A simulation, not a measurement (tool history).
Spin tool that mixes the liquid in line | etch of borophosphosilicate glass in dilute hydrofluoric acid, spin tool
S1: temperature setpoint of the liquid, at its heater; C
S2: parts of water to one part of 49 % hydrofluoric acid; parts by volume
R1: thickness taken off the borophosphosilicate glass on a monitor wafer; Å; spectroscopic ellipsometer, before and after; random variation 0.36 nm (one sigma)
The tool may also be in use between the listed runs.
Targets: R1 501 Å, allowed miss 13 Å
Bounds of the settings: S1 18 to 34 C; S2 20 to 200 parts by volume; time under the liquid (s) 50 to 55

{"run": 1, "hour": 0.0, "S1": 26, "S2": 110, "time under the liquid (s)": 50, "R1": 349.74}
{"run": 2, "hour": 1.7, "S1": 27, "S2": 110, "time under the liquid (s)": 50, "R1": 372.65}
{"run": 3, "hour": 9.0, "S1": 28.5, "S2": 110, "time under the liquid (s)": 50, "R1": 390.58}
{"run": 4, "hour": 11.2, "S1": 28.5, "S2": 110, "time under the liquid (s)": 50, "R1": 382.51}
{"run": 5, "hour": 20.2, "S1": 28.5, "S2": 85, "time under the liquid (s)": 50, "R1": 515.58}
{"run": 6, "hour": 25.7, "S1": 28.5, "S2": 50, "time under the liquid (s)": 50, "R1": 919.5}
{"run": 7, "hour": 29.6, "S1": 27, "S2": 55, "time under the liquid (s)": 50, "R1": 772.8}
{"run": 8, "hour": 31.3, "S1": 25.5, "S2": 55, "time under the liquid (s)": 50, "R1": 738.25}
{"hour": 36.0, "done": "thermometer replaced"}
{"run": 9, "hour": 36.0, "S1": 24.5, "S2": 55, "time under the liquid (s)": 50, "R1": 762.97}
{"run": 10, "hour": 40.1, "S1": 24.5, "S2": 55, "time under the liquid (s)": 50, "R1": 755.4}
{"run": 11, "hour": 42.5, "S1": 24, "S2": 60, "time under the liquid (s)": 50, "R1": 684.42}
{"run": 12, "hour": 43.1, "S1": 20, "S2": 65, "time under the liquid (s)": 50, "R1": 529.22}

Which of these 4 next moves meets every target?
{"run": "A", "hour": 43.7, "S1": 23, "S2": 75, "time under the liquid (s)": 55, "R1": "?"}
{"run": "B", "hour": 43.7, "S1": 18.5, "S2": 60, "time under the liquid (s)": 50, "R1": "?"}
{"run": "C", "hour": 43.7, "S1": 21, "S2": 65, "time under the liquid (s)": 50, "R1": "?"}
{"run": "D", "hour": 43.7, "S1": 18, "S2": 70, "time under the liquid (s)": 55, "R1": "?"}

move=A R1=572.26
move=B R1=548.77
move=C R1=559.62
move=D R1=500.81
A: further off than the last run
B: further off than the last run
C: further off than the last run
D: meets every target
The right move is D.

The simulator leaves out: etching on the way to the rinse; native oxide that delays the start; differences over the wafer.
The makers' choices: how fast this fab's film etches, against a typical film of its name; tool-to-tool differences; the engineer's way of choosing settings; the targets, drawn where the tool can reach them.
